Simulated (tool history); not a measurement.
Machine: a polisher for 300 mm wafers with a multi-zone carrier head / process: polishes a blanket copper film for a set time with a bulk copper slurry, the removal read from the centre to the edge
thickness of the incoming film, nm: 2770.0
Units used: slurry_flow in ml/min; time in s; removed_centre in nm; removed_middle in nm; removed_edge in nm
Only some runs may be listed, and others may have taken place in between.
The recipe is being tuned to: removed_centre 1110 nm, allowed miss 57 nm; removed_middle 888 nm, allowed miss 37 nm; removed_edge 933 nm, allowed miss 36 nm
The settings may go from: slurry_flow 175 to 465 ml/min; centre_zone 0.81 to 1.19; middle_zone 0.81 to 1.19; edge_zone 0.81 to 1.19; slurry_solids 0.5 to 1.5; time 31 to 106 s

run,hour,slurry_flow,centre_zone,middle_zone,edge_zone,slurry_solids,time,removed_centre,removed_middle,removed_edge
1,0,295,1,1,1,1,68,745.04,748.29,745.91
2,3.5,305,1.06,0.99,1.02,1.15,70,836.33,795.3,796.48
3,7,305,1.06,0.99,1.06,1.15,70,830.45,783.01,829.55
4,12.2,315,1.1,0.97,1.05,1.25,72,928.8,808,848.1
5,20.2,320,1.13,0.98,1.06,1.35,73,994.24,828.64,881.83
6,23.9,325,1.15,1,1.07,1.4,73,1004.1,839.89,891.82
7,28.5,330,1.16,1,1.07,1.45,74,1051.6,863.05,906.25
8,36.7,330,1.17,1,1.07,1.45,74,1047.6,873.56,920.79

Of the 5 settings listed for the next run, only one would bring every result within its allowed miss of target. Which one?
A,44.9,385,1.19,0.96,0.81,1.5,79,?,?,?
B,44.9,340,1.06,1.06,1.02,1.4,79,?,?,?
C,44.9,280,1.01,1.03,1.03,1.45,79,?,?,?
D,44.9,300,1.08,1.1,1.1,1.45,74,?,?,?
E,44.9,395,1.14,0.92,0.95,1.5,79,?,?,?

move,removed_centre,removed_middle,removed_edge
A,1157,918.57,857.41
B,1008.8,970.96,934.95
C,952.23,943.07,935.83
D,959.94,933.52,908.46
E,1109.7,891.25,923.23
A: corrects the largest miss of the last run, while another result sits out of spec
B: misses by more than the last run did
C: misses by more than the last run did
D: misses by more than the last run did
E: every result within its allowed miss
The right move is E.

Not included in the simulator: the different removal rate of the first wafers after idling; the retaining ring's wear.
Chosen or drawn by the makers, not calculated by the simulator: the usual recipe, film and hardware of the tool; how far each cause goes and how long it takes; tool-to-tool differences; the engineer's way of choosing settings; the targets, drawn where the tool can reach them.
